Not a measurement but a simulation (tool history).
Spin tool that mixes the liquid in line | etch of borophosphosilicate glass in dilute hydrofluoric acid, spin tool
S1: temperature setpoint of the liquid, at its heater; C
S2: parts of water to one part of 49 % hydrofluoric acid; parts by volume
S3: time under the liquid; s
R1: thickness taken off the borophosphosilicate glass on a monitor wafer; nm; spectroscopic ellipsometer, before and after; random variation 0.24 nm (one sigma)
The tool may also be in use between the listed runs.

Run 1, day 0.000: S1 26.0 C, S2 195 parts by volume, S3 50 s. Result: R1 16.787 nm.
Run 2, day 0.075: S1 27.0 C, S2 190 parts by volume, S3 50 s. Result: R1 18.085 nm.
Run 3, day 0.417: S1 27.0 C, S2 190 parts by volume, S3 50 s. Result: R1 17.796 nm.
Run 4, day 0.775: S1 29.0 C, S2 190 parts by volume, S3 50 s. Result: R1 18.925 nm.
Run 5, day 0.971: S1 26.0 C, S2 190 parts by volume, S3 50 s. Result: R1 17.294 nm.
Run 6, day 1.042: S1 29.5 C, S2 190 parts by volume, S3 50 s. Result: R1 19.546 nm.
Run 7, day 1.250: S1 30.0 C, S2 185 parts by volume, S3 50 s. Result: R1 20.487 nm.
Run 8, day 1.483: S1 30.5 C, S2 180 parts by volume, S3 50 s. Result: R1 21.511 nm.
Run 9, day 1.804: S1 31.0 C, S2 175 parts by volume, S3 50 s. Result: R1 22.692 nm.
Run 10, day 2.167: S1 31.5 C, S2 170 parts by volume, S3 50 s. Result: R1 24.052 nm.
Run 11, day 2.333: S1 32.0 C, S2 165 parts by volume, S3 50 s. Result: R1 25.384 nm.
Run 12, day 2.688: S1 32.0 C, S2 160 parts by volume, S3 50 s. Result: R1 26.441 nm.

Run 13 comes next. What will it give?
Run 13, day 2.933: S1 33.0 C, S2 145 parts by volume, S3 50 s. Result: R1 ?.

Run 13 gave R1 30.560 nm.
